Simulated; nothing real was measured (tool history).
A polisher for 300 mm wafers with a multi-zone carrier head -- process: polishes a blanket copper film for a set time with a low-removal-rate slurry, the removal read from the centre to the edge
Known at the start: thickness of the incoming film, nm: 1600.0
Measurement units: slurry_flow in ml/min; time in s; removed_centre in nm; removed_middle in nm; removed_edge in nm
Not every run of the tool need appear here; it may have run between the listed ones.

run  hour  slurry_flow  centre_zone  middle_zone  edge_zone  slurry_solids  time  removed_centre  removed_middle  removed_edge
  1   0.0          200         1.00         1.00       1.00           1.00    51          153.15          149.00        150.86
  2   1.1          200         1.00         1.00       0.94           1.00    51          151.86          150.22        148.24
  3   5.1          155         1.00         1.00       0.94           1.00    51          145.15          145.20        144.30
  4  10.5          160         0.96         1.04       0.99           1.15    54          153.04          163.33        158.62
  5  17.6          160         0.96         1.04       0.99           1.15    45          127.28          134.92        132.09
  6  22.5          160         0.93         1.06       1.03           1.25    51          139.02          158.61        157.36

Expected results for the next run?
  7  30.3          185         0.94         1.10       1.07           1.35    53               ?               ?             ?

removed_centre: 154.83 nm
removed_middle: 178.96 nm
removed_edge: 169.85 nm
